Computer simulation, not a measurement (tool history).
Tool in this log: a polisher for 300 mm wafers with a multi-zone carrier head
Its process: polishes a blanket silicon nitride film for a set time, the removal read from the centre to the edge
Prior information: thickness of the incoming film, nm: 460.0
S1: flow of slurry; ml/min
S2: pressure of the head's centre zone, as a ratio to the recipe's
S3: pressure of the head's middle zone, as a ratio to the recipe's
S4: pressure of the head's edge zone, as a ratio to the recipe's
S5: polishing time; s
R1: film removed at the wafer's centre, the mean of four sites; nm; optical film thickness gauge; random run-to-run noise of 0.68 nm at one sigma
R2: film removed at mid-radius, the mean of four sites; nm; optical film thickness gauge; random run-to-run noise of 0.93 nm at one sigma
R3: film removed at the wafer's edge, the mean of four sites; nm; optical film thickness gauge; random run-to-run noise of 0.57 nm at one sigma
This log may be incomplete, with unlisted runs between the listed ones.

run,day,S1,S2,S3,S4,S5,R1,R2,R3
1,0,235,1,1,1,37,90.763,85.794,88.324
2,0.146,225,0.97,0.96,0.98,36,83.373,84.687,85.701
3,0.196,225,0.97,0.94,1,35,80.971,80.35,83.887
4,0.571,225,0.97,0.94,1,43,99.216,98.121,103.23
5,0.671,225,0.97,0.94,1.04,43,102.18,97.339,105.23
6,0.942,225,0.97,0.89,1.04,43,98.898,95.019,105.35
7,1.121,220,0.97,0.88,1.04,40,92.817,89.527,97.102

What does the tool deliver on the next run?
8,1.283,230,0.96,0.87,1.07,37,?,?,?

For run 8 the tool returned R1 84.853 nm, R2 81.907 nm, R3 92.871 nm.
